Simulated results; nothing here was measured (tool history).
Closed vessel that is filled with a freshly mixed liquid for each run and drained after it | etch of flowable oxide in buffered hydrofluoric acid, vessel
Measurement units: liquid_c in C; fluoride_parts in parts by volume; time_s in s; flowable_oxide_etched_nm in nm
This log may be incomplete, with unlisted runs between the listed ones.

run  hour  liquid_c  fluoride_parts  time_s  flowable_oxide_etched_nm
  1   0.0      23.0            12.5      90                    265.96
  2   1.6      20.0            12.5      90                    224.38
  3  10.9      20.0            15.5      90                    182.16
  4  19.3      17.5            15.5      90                    158.81
  5  23.6      19.0            15.5      90                    173.48
  6  27.8      20.0            15.5      90                    182.92
  7  31.4      21.0            15.5      90                    194.68
  8  36.5      22.0            15.5      90                    205.08
  9  44.0      23.0            15.5      90                    217.58
 10  49.6      24.0            15.5      90                    228.10
 11  52.0      24.5            15.5      90                    233.04
 12  55.8      25.0            15.5      90                    241.46
 13  62.1      25.5            15.5      90                    247.09
 14  71.3      26.0            15.5      90                    255.92

The next listed run, before its measurement:
 15  76.3      26.5            15.5      90                         ?

{"run 15": {"flowable_oxide_etched_nm": 261.3}}
